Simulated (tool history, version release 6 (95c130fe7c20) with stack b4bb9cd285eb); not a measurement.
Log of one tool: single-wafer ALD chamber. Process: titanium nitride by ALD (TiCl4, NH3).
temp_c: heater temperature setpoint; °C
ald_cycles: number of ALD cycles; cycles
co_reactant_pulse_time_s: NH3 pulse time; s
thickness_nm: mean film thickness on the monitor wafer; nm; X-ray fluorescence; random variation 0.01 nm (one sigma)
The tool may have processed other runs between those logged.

run  hour  temp_c  ald_cycles  co_reactant_pulse_time_s  thickness_nm
  1     0     375         104                      1.91        2.0398
  2   8.9     370         104                      1.91        2.0195
  3  14.6     370         107                      1.91        2.0808
  4  19.1     370         107                      2.43        2.1261
  5  22.2     364         106                       1.9        2.0378
  6    27     364         104                       1.9        1.9889
  7  30.4     360         104                      1.53        1.9186

What does the tool deliver on the next run?
  8  39.4     357         104                      1.28             ?

thickness_nm: 1.8389 nm
